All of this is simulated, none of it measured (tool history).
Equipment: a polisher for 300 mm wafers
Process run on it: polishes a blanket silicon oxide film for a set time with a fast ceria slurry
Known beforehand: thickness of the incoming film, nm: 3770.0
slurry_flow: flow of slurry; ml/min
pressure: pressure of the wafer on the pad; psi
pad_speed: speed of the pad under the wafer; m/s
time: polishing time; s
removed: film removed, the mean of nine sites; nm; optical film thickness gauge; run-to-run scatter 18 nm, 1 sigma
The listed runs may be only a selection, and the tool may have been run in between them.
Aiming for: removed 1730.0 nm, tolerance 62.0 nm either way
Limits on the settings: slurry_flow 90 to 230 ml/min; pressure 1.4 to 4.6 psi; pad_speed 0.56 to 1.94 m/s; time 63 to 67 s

| run | day | slurry_flow | pressure | pad_speed | time | removed |
|---|---|---|---|---|---|---|
| 1 | 0.000 | 150 | 3.0 | 1.24 | 63 | 1135.0 |
| 2 | 0.283 | 150 | 3.0 | 1.46 | 63 | 1296.6 |
| 3 | 0.379 | 165 | 3.0 | 1.46 | 63 | 1321.5 |
| 4 | 0.462 | 165 | 3.0 | 1.46 | 63 | 1341.2 |
| 5 | 0.696 | 170 | 3.1 | 1.46 | 63 | 1380.6 |
| 6 | 0.912 | 170 | 3.2 | 1.46 | 63 | 1427.1 |
| 7 | 1.125 | 170 | 3.3 | 1.46 | 63 | 1469.1 |
| 8 | 1.492 | 170 | 3.4 | 1.46 | 63 | 1519.9 |
| 9 | 1.775 | 175 | 3.6 | 1.46 | 63 | 1650.5 |
| 10 | 2.096 | 180 | 3.7 | 1.46 | 63 | 1628.8 |

Next run, 4 choices. One meets every target within its allowed miss, the rest don't. Which?
| A | 2.417 | 165 | 3.7 | 1.34 | 63 | ? |
| B | 2.417 | 185 | 3.5 | 1.40 | 63 | ? |
| C | 2.417 | 230 | 4.1 | 1.24 | 67 | ? |
| D | 2.417 | 195 | 3.9 | 1.46 | 67 | ? |

| move | removed |
|---|---|
| A | 1489.7 |
| B | 1500.1 |
| C | 1704.2 |
| D | 1861.3 |
A: the biggest miss grows against the last run
B: the biggest miss grows against the last run
C: meets every target
D: moves the result that the last run missed by most past its target, out the other side
So the answer is move C, the one that meets all the targets.

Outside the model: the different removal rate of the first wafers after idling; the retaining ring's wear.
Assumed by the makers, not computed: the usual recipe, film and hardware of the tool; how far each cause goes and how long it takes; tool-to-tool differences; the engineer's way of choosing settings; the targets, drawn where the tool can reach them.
